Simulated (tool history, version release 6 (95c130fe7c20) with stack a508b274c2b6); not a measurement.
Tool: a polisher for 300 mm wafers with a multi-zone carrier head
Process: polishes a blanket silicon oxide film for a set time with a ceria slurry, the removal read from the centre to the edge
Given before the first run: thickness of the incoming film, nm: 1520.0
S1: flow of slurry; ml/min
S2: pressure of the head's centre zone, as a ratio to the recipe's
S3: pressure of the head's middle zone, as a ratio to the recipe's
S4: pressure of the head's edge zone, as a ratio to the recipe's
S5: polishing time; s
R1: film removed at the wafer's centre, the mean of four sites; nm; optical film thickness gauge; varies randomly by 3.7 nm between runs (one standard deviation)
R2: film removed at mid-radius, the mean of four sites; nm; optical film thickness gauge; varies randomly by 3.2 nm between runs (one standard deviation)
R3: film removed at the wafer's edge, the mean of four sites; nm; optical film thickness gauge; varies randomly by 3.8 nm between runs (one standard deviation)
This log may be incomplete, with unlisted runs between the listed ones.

Run 1, day 0: S1 155 ml/min, S2 1, S3 1, S4 1, S5 74 s. Result: R1 300.77 nm, R2 292.39 nm, R3 297.43 nm.
Run 2, day 0.025: S1 155 ml/min, S2 1, S3 1, S4 1, S5 82 s. Result: R1 332.45 nm, R2 324.73 nm, R3 335.02 nm.
Run 3, day 0.175: S1 155 ml/min, S2 1, S3 1, S4 1, S5 75 s. Result: R1 304.25 nm, R2 297.89 nm, R3 293.19 nm.
Run 4, day 0.312: S1 155 ml/min, S2 1, S3 1, S4 1, S5 85 s. Result: R1 343.32 nm, R2 335.95 nm, R3 337.94 nm.
Run 5, day 0.662: S1 190 ml/min, S2 1, S3 1, S4 1, S5 85 s. Result: R1 354.61 nm, R2 349.11 nm, R3 354.56 nm.
Run 6, day 0.867: S1 190 ml/min, S2 1, S3 0.94, S4 1, S5 85 s. Result: R1 354.31 nm, R2 336.08 nm, R3 344.62 nm.

What does the tool deliver on the next run?
Run 7, day 1.079: S1 195 ml/min, S2 1, S3 0.95, S4 0.98, S5 85 s. Result: R1 ?, R2 ?, R3 ?.

R1: 357.05 nm
R2: 326.53 nm
R3: 345.56 nm
